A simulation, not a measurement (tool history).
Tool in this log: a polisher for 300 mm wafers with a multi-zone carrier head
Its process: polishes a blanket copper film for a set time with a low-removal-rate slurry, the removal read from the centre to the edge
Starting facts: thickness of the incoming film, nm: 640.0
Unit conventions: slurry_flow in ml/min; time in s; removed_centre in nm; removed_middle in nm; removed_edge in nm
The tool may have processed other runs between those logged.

run  hour  slurry_flow  centre_zone  middle_zone  edge_zone  slurry_solids  time  removed_centre  removed_middle  removed_edge
  1   0.0          315         1.00         1.00       1.00           1.00    63          176.87          161.70        156.31
  2   2.4          315         1.04         1.00       1.03           1.15    64          191.28          164.56        159.76
  3   7.6          315         1.05         0.99       1.05           1.20    67          200.13          172.95        174.16
  4  15.7          320         1.08         0.99       1.06           1.25    68          215.44          178.63        179.11
  5  18.3          330         1.10         0.99       1.08           1.30    68          224.21          182.15        182.47
  6  23.0          330         1.10         0.99       1.08           1.30    53          173.47          139.03        143.49
  7  27.0          335         1.12         1.00       1.10           1.35    57          189.23          154.93        156.10
  8  35.1          340         1.14         1.00       1.12           1.40    60          209.67          164.80        165.30

What will run 9 give?
  9  37.5          340         1.14         1.00       1.13           1.45    62               ?               ?             ?

For run 9 the tool returned removed_centre 213.78 nm, removed_middle 168.44 nm, removed_edge 173.97 nm.
